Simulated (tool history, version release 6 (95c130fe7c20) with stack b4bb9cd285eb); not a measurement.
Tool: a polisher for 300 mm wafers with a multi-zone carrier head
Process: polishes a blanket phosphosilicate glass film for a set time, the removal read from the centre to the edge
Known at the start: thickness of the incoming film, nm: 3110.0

run,day,flow of slurry (ml/min),pressure of the head's centre zone,pressure of the head's middle zone,pressure of the head's edge zone,abrasive content of the slurry,polishing time (s),film removed at the wafer's centre (nm),film removed at mid-radius (nm),film removed at the wafer's edge (nm)
1,0.000,285,1.00,1.00,1.00,1.00,53,403.89,398.87,405.22
2,0.262,285,1.04,1.00,1.00,1.00,53,431.11,405.74,415.24
3,0.467,285,1.06,0.99,1.04,1.05,53,448.14,404.94,426.78
4,0.725,335,1.06,0.99,1.04,1.05,53,457.42,405.74,427.23
5,1.050,335,1.06,0.99,1.04,0.95,53,432.98,387.65,400.79
6,1.112,335,1.06,0.99,0.96,0.95,53,423.87,393.23,403.69
7,1.279,335,1.06,0.96,0.97,1.05,54,464.81,409.91,439.32
8,1.558,335,1.06,0.94,0.97,1.15,54,488.52,424.73,451.57
9,1.754,325,1.05,0.91,1.00,1.20,55,506.05,422.64,472.71
10,1.808,320,1.04,0.90,1.01,1.25,55,506.88,431.15,485.61
11,1.988,355,1.14,0.90,1.11,1.40,55,579.93,458.08,529.76
12,2.350,355,1.14,0.89,1.12,1.40,55,574.77,450.24,531.55
13,2.583,355,1.14,0.89,1.13,1.40,55,587.60,454.94,538.21

The next listed run, before its measurement:
14,2.858,355,1.14,0.89,1.14,1.40,55,?,?,?

{"run 14": {"film removed at the wafer's centre (nm)": 592.08, "film removed at mid-radius (nm)": 450.39, "film removed at the wafer's edge (nm)": 543.26}}
